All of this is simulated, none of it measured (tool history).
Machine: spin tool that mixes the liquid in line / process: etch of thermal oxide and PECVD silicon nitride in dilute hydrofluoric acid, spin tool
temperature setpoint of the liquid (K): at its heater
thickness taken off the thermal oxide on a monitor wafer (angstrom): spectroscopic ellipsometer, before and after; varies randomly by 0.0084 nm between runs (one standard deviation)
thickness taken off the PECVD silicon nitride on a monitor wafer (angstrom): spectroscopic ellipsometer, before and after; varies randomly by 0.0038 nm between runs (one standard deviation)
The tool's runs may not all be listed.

run	hour	temperature setpoint of the liquid (K)	parts of water to one part of 49 % hydrofluoric acid (parts by volume)	time under the liquid (s)	thickness taken off the thermal oxide on a monitor wafer (angstrom)	thickness taken off the PECVD silicon nitride on a monitor wafer (angstrom)
1	0.0	295.15	115	155	59.941	30.2950
2	7.5	293.65	115	155	56.020	27.4970
3	8.7	292.65	140	125	34.790	17.1210
4	17.6	291.65	160	105	24.206	11.7500
5	23.5	293.15	160	105	25.761	13.0020
6	30.4	292.15	175	95	20.157	10.1270
7	35.4	291.65	185	85	16.427	8.2424
8	40.6	291.65	185	85	16.420	8.3294
9	43.6	291.15	190	80	14.648	7.3941

Expected results for the next run?
10	50.5	290.65	190	75	?	?

thickness taken off the thermal oxide on a monitor wafer (angstrom): 13.565
thickness taken off the PECVD silicon nitride on a monitor wafer (angstrom): 6.7118

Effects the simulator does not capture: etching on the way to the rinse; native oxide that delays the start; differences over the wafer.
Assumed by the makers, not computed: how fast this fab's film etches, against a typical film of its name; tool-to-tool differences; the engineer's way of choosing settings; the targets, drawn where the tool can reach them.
